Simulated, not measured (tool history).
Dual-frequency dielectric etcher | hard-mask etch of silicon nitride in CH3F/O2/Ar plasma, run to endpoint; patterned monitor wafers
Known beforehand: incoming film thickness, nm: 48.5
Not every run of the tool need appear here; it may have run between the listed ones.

| run | hour | source power (W) | bias power (W) | endpoint time (s) |
|---|---|---|---|---|
| 1 | 0.0 | 310 | 64 | 81.685 |
| 2 | 1.3 | 310 | 73 | 77.913 |
| 3 | 5.6 | 280 | 69 | 83.017 |
| 4 | 12.8 | 310 | 69 | 79.634 |
| 5 | 13.7 | 310 | 63 | 81.289 |
| 6 | 20.1 | 310 | 54 | 86.337 |

The next listed run, before its measurement:
| 7 | 26.0 | 290 | 53 | ? |

endpoint time (s): 90.281
